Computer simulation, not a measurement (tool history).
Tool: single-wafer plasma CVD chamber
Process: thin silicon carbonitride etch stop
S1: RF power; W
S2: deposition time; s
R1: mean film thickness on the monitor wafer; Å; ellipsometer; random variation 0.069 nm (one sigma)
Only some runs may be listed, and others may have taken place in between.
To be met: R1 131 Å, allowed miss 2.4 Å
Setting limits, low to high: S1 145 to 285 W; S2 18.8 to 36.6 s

Run 1, day 0: S1 215 W, S2 27.7 s. Result: R1 171.02 Å.
Run 2, day 0.212: S1 240 W, S2 27.7 s. Result: R1 176.11 Å.
Run 3, day 0.242: S1 240 W, S2 31.6 s. Result: R1 200.85 Å.
Run 4, day 0.425: S1 240 W, S2 30.1 s. Result: R1 191.47 Å.
Run 5, day 0.525: S1 240 W, S2 28.3 s. Result: R1 183.61 Å.
At day 0.838: RF generator calibrated.
Run 6, day 0.838: S1 265 W, S2 28.3 s. Result: R1 193.55 Å.
Run 7, day 1.175: S1 250 W, S2 27.7 s. Result: R1 183.26 Å.
Run 8, day 1.442: S1 240 W, S2 27.1 s. Result: R1 178.53 Å.
Run 9, day 1.7: S1 230 W, S2 26.4 s. Result: R1 170.68 Å.
Run 10, day 1.846: S1 220 W, S2 25.8 s. Result: R1 165.02 Å.
Run 11, day 1.875: S1 210 W, S2 25.3 s. Result: R1 158.91 Å.
Run 12, day 2: S1 205 W, S2 24.9 s. Result: R1 153.56 Å.

Exercise: of the 5 proposed moves below, exactly one satisfies all targets within the stated allowed misses. Which move is it?
Run A, day 2.125: S1 170 W, S2 21.2 s. Result: R1 ?.
Run B, day 2.125: S1 220 W, S2 20.6 s. Result: R1 ?.
Run C, day 2.125: S1 215 W, S2 30.6 s. Result: R1 ?.
Run D, day 2.125: S1 200 W, S2 20.6 s. Result: R1 ?.
Run E, day 2.125: S1 155 W, S2 21.6 s. Result: R1 ?.

move      R1
   A   122.9
   B  131.27
   C  193.39
   D  126.83
   E  120.86
A: moves the result that the last run missed by most past its target, out the other side
B: every result within its allowed miss
C: the biggest miss grows against the last run
D: moves the result that the last run missed by most past its target, out the other side
E: moves the result that the last run missed by most past its target, out the other side
So the answer is move B, the one that meets all the targets.

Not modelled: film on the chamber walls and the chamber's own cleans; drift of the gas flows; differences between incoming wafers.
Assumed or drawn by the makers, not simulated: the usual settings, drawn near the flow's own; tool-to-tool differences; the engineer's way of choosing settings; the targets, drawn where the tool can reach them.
